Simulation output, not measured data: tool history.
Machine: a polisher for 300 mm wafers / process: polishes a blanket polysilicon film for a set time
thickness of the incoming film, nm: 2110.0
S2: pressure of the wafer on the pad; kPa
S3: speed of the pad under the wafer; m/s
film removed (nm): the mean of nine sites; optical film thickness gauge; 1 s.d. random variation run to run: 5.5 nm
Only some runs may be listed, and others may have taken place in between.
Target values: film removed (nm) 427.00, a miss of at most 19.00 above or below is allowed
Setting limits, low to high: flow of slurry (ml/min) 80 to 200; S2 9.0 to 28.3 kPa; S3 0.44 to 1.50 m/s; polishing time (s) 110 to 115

run 1 hour=0.0 | flow_of_slurry_(ml/min)=130 S2=18.6 S3=0.96 polishing_time_(s)=110 | film_removed_(nm)=777.05
run 2 hour=3.5 | flow_of_slurry_(ml/min)=130 S2=16.5 S3=0.94 polishing_time_(s)=110 | film_removed_(nm)=691.82
run 3 hour=9.8 | flow_of_slurry_(ml/min)=100 S2=16.5 S3=0.94 polishing_time_(s)=110 | film_removed_(nm)=639.66
run 4 hour=17.0 | flow_of_slurry_(ml/min)=100 S2=16.5 S3=0.94 polishing_time_(s)=115 | film_removed_(nm)=687.79
run 5 hour=23.6 | flow_of_slurry_(ml/min)=100 S2=16.5 S3=0.72 polishing_time_(s)=115 | film_removed_(nm)=555.14
run 6 hour=29.5 | flow_of_slurry_(ml/min)=100 S2=15.9 S3=0.72 polishing_time_(s)=115 | film_removed_(nm)=532.06
run 7 hour=37.1 | flow_of_slurry_(ml/min)=100 S2=15.2 S3=0.72 polishing_time_(s)=115 | film_removed_(nm)=509.01
run 8 hour=43.6 | flow_of_slurry_(ml/min)=100 S2=14.5 S3=0.72 polishing_time_(s)=115 | film_removed_(nm)=493.50
run 9 hour=47.8 | flow_of_slurry_(ml/min)=100 S2=13.8 S3=0.72 polishing_time_(s)=115 | film_removed_(nm)=466.44

Next run, 4 choices. One meets every target within its allowed miss, the rest don't. Which?
run A hour=52.0 | flow_of_slurry_(ml/min)=120 S2=9.7 S3=0.96 polishing_time_(s)=114 | film_removed_(nm)=?
run B hour=52.0 | flow_of_slurry_(ml/min)=140 S2=15.9 S3=0.58 polishing_time_(s)=110 | film_removed_(nm)=?
run C hour=52.0 | flow_of_slurry_(ml/min)=110 S2=16.5 S3=0.62 polishing_time_(s)=114 | film_removed_(nm)=?
run D hour=52.0 | flow_of_slurry_(ml/min)=105 S2=13.8 S3=0.82 polishing_time_(s)=115 | film_removed_(nm)=?

move=A film_removed_(nm)=420.97
move=B film_removed_(nm)=485.85
move=C film_removed_(nm)=516.90
move=D film_removed_(nm)=517.02
A: every result lands within tolerance
B: misses by more than the last run did
C: misses by more than the last run did
D: misses by more than the last run did
A is the move that brings every result within its allowed miss.
